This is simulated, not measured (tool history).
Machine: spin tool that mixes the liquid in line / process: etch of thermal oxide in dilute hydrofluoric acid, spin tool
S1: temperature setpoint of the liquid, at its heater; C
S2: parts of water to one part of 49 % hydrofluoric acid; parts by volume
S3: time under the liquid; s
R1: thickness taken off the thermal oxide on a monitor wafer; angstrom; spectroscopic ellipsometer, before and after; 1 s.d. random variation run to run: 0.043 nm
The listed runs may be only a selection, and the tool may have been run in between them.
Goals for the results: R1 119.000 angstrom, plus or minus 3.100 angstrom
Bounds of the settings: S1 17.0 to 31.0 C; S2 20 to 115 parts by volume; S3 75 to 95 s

{"run": 1, "day": 0.0, "S1": 23.0, "S2": 65, "S3": 95, "R1": 65.114}
{"run": 2, "day": 0.138, "S1": 24.0, "S2": 65, "S3": 95, "R1": 68.322}
{"run": 3, "day": 0.442, "S1": 25.0, "S2": 65, "S3": 95, "R1": 70.701}
{"run": 4, "day": 0.779, "S1": 28.0, "S2": 65, "S3": 95, "R1": 79.949}
{"run": 5, "day": 0.808, "S1": 28.5, "S2": 65, "S3": 95, "R1": 81.454}
{"run": 6, "day": 0.838, "S1": 28.5, "S2": 65, "S3": 75, "R1": 63.768}
{"run": 7, "day": 1.067, "S1": 29.0, "S2": 60, "S3": 75, "R1": 72.26}
{"run": 8, "day": 1.096, "S1": 29.0, "S2": 55, "S3": 75, "R1": 78.927}
{"run": 9, "day": 1.396, "S1": 29.0, "S2": 50, "S3": 75, "R1": 87.097}
{"run": 10, "day": 1.767, "S1": 30.0, "S2": 40, "S3": 75, "R1": 115.18}

5 candidate next runs follow, results not yet known. Just one meets every target within its allowed miss. Identify it.
{"run": "A", "day": 2.138, "S1": 29.0, "S2": 40, "S3": 85, "R1": "?"}
{"run": "B", "day": 2.138, "S1": 27.5, "S2": 40, "S3": 85, "R1": "?"}
{"run": "C", "day": 2.138, "S1": 29.5, "S2": 40, "S3": 85, "R1": "?"}
{"run": "D", "day": 2.138, "S1": 31.0, "S2": 45, "S3": 90, "R1": "?"}
{"run": "E", "day": 2.138, "S1": 30.0, "S2": 45, "S3": 95, "R1": "?"}

move=A R1=125.660
move=B R1=118.320
move=C R1=128.190
move=D R1=127.010
move=E R1=128.900
A: pushes the last run's worst result past its target
B: every result lands within tolerance
C: pushes the last run's worst result past its target
D: pushes the last run's worst result past its target
E: pushes the last run's worst result past its target
B meets every target.

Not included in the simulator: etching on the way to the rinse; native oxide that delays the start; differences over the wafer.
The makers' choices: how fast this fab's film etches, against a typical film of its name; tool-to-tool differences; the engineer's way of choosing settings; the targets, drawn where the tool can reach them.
